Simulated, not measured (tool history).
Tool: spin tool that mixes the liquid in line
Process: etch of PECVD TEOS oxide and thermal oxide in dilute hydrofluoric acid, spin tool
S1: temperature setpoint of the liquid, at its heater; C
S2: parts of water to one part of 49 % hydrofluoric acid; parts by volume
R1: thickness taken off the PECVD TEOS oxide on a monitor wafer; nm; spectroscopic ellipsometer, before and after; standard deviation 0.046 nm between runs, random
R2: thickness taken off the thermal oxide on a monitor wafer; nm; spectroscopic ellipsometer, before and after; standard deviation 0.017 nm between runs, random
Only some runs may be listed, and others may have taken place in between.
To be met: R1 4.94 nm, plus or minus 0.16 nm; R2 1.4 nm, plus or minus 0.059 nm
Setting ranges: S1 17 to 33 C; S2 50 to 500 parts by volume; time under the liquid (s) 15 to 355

Run 1, hour 0: S1 25 C, S2 275 parts by volume, time under the liquid (s) 180. Result: R1 9.9197 nm, R2 2.8196 nm.
Run 2, hour 3.8: S1 23.5 C, S2 295 parts by volume, time under the liquid (s) 180. Result: R1 8.5046 nm, R2 2.3752 nm.
Run 3, hour 6.6: S1 23.5 C, S2 380 parts by volume, time under the liquid (s) 180. Result: R1 6.1617 nm, R2 1.7681 nm.
Run 4, hour 12.9: S1 23.5 C, S2 335 parts by volume, time under the liquid (s) 180. Result: R1 7.1631 nm, R2 2.093 nm.
Run 5, hour 18.5: S1 23.5 C, S2 335 parts by volume, time under the liquid (s) 260. Result: R1 10.597 nm, R2 2.9956 nm.
Run 6, hour 25.5: S1 22 C, S2 365 parts by volume, time under the liquid (s) 260. Result: R1 8.8218 nm, R2 2.5449 nm.
At hour 29.9: hydrofluoric acid flow meter replaced.
Run 7, hour 29.9: S1 21 C, S2 390 parts by volume, time under the liquid (s) 260. Result: R1 7.0229 nm, R2 2.0136 nm.
Run 8, hour 35.3: S1 20 C, S2 395 parts by volume, time under the liquid (s) 260. Result: R1 6.764 nm, R2 1.946 nm.
Run 9, hour 41.4: S1 19.5 C, S2 405 parts by volume, time under the liquid (s) 260. Result: R1 6.4522 nm, R2 1.8479 nm.
Run 10, hour 49.8: S1 19 C, S2 415 parts by volume, time under the liquid (s) 260. Result: R1 6.1355 nm, R2 1.731 nm.
Run 11, hour 51.6: S1 18.5 C, S2 425 parts by volume, time under the liquid (s) 260. Result: R1 5.7346 nm, R2 1.6606 nm.

Of the 4 settings listed for the next run, only one would bring every result within its allowed miss of target. Which one?
Run A, hour 53.4: S1 22.5 C, S2 385 parts by volume, time under the liquid (s) 155. Result: R1 ?, R2 ?.
Run B, hour 53.4: S1 17.5 C, S2 465 parts by volume, time under the liquid (s) 255. Result: R1 ?, R2 ?.
Run C, hour 53.4: S1 17 C, S2 500 parts by volume, time under the liquid (s) 265. Result: R1 ?, R2 ?.
Run D, hour 53.4: S1 17 C, S2 430 parts by volume, time under the liquid (s) 220. Result: R1 ?, R2 ?.

move      R1      R2
   A  4.5602  1.2747
   B  4.9036  1.3706
   C  4.5387  1.2686
   D  4.6156  1.2901
A: pushes the last run's worst result past its target
B: all results in spec
C: pushes the last run's worst result past its target
D: pushes the last run's worst result past its target
So the answer is move B, the one that meets all the targets.
